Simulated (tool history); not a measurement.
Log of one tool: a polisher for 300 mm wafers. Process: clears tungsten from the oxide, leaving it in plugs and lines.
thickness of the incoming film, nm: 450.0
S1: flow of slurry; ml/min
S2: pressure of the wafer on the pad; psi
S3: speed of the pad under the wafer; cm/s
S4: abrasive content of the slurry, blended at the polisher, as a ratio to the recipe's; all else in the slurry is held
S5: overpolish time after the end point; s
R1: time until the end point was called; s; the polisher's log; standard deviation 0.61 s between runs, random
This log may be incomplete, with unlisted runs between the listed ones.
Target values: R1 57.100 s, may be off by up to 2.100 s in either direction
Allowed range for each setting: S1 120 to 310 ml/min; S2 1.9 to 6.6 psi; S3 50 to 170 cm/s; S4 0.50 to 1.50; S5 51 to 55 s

run  hour   S1   S2   S3    S4  S5      R1
  1   0.0  200  4.2  110  1.00  51  71.032
  2   2.9  200  4.4  110  1.00  51  67.584
  3   8.3  200  4.4  110  0.85  51  69.573
  4  11.8  200  4.4  110  0.85  51  69.297
  5  20.2  200  4.4  110  0.85  51  68.407
  6  27.2  200  4.6  110  0.85  51  67.816
  7  30.2  200  4.9  110  0.85  51  62.320
  8  37.8  200  5.0  110  0.85  51  61.058
  9  39.8  200  5.0  110  0.85  51  60.150
 10  44.2  200  5.1  110  0.85  51  60.079
 11  49.6  200  5.1  110  0.85  51  60.361

Which of these 5 next moves meets every target?
  A  55.0  205  4.8  112  0.75  54   ?
  B  55.0  150  4.9  122  0.95  54   ?
  C  55.0  205  4.9   98  0.95  51   ?
  D  55.0  190  4.2  120  0.90  51   ?
  E  55.0  190  4.5  116  0.90  52   ?

move      R1
   A  64.829
   B  57.509
   C  68.336
   D  66.918
   E  64.624
A: misses by more than the last run did
B: meets every target
C: misses by more than the last run did
D: misses by more than the last run did
E: misses by more than the last run did
B meets every target.
